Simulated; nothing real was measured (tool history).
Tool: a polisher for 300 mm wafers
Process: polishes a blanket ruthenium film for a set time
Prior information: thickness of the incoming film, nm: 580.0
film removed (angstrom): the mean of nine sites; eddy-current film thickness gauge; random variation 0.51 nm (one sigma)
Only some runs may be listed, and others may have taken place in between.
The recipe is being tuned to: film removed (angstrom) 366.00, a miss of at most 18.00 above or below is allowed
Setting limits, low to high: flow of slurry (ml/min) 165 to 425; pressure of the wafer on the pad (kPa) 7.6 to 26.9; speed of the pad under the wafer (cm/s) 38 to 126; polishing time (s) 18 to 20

run  hour  flow of slurry (ml/min)  pressure of the wafer on the pad (kPa)  speed of the pad under the wafer (cm/s)  polishing time (s)  film removed (angstrom)
  1   0.0                      275                                    17.2                                       82                  20                   224.76
  2   4.5                      275                                    19.3                                       82                  20                   248.74
  3  10.1                      275                                    19.3                                       82                  20                   248.93
  4  15.2                      275                                    19.3                                       82                  18                   226.51
  5  22.7                      275                                    21.4                                       86                  18                   264.13
  6  29.8                      275                                    22.8                                       88                  18                   285.17
  7  33.5                      275                                    24.1                                       90                  18                   309.40
  8  39.2                      275                                    24.8                                       92                  18                   318.82
  9  44.8                      275                                    25.5                                       94                  18                   338.76

Next run, 5 choices. One meets every target within its allowed miss, the rest don't. Which?
  A  50.4                      250                                    22.8                                      100                  18                        ?
  B  50.4                      240                                    25.5                                       86                  20                        ?
  C  50.4                      325                                    25.5                                       84                  18                        ?
  D  50.4                      250                                    24.8                                       84                  19                        ?
  E  50.4                      260                                    26.9                                       86                  20                        ?

move  film removed (angstrom)
   A                   314.48
   B                   335.85
   C                   304.67
   D                   305.03
   E                   356.86
A: misses by more than the last run did
B: misses by more than the last run did
C: misses by more than the last run did
D: misses by more than the last run did
E: in spec on every target
E meets every target.
